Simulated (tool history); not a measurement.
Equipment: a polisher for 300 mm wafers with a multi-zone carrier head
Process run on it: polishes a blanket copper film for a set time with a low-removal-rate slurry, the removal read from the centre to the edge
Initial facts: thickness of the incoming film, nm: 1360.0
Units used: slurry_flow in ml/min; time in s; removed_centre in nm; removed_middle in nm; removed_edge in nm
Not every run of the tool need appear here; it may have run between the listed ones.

run	hour	slurry_flow	centre_zone	middle_zone	edge_zone	slurry_solids	time	removed_centre	removed_middle	removed_edge
1	0	290	1	1	1	1	33	76.877	73.883	76.793
2	4.9	290	0.99	0.99	0.99	0.95	33	74.323	72.839	72.892
3	9.7	285	0.98	0.97	0.99	0.95	33	72.813	70.169	74.68
4	10.6	285	0.98	0.97	0.99	0.95	26	58.249	56.744	59.258
5	17.2	285	0.98	0.98	1.01	1	26	57.194	56.909	59.687
6	25.2	290	0.99	0.99	1.02	1.05	26	58.523	58.937	60.994

The next listed run, before its measurement:
7	33.4	290	1	0.99	1.03	1.1	26	?	?	?

Run 7 measured removed_centre 60.084 nm, removed_middle 59.741 nm, removed_edge 60.197 nm.

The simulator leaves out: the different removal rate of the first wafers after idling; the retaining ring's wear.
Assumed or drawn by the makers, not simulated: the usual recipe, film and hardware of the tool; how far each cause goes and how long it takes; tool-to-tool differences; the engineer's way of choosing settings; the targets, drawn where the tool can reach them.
